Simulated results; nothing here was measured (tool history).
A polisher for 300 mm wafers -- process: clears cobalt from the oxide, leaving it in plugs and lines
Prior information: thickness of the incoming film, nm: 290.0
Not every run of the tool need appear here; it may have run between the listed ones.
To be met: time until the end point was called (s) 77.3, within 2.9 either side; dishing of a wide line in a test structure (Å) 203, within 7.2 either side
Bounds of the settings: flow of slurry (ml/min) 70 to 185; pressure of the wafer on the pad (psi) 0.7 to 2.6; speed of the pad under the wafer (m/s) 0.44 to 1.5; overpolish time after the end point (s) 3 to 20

run	hour	flow of slurry (ml/min)	pressure of the wafer on the pad (psi)	speed of the pad under the wafer (m/s)	overpolish time after the end point (s)	time until the end point was called (s)	dishing of a wide line in a test structure (Å)
1	0	120	1.6	0.96	10	79.603	286.94
2	7.7	125	1.6	0.96	9	80.943	261.96
3	14.1	125	1.8	0.96	9	72.837	290.1
4	22.4	125	1.8	0.96	8	74.367	263.67
5	31.4	135	1.8	0.98	6	71.849	212.88
6	36.5	135	1.8	0.98	9	71.379	289.38
7	42.8	145	1.6	0.98	5	76.221	177.23
8	48	140	1.6	0.98	5	75.91	175.28
9	56.1	135	1.6	0.98	5	77.274	176.68

Below are 4 possible settings for the next run. Only one of them brings all results inside the allowed miss of their targets. Which is it?
A	64.2	120	0.8	1.34	7	?	?
B	64.2	95	2.6	0.68	6	?	?
C	64.2	110	1.5	1.02	7	?	?
D	64.2	160	1.8	0.88	6	?	?

move	time until the end point was called (s)	dishing of a wide line in a test structure (Å)
A	83.845	213.62
B	87.685	182.02
C	81.288	218.81
D	77.58	201.03
A: pushes the last run's worst result past its target
B: as far off as the last run
C: pushes the last run's worst result past its target
D: all results in spec
So the answer is move D, the one that meets all the targets.

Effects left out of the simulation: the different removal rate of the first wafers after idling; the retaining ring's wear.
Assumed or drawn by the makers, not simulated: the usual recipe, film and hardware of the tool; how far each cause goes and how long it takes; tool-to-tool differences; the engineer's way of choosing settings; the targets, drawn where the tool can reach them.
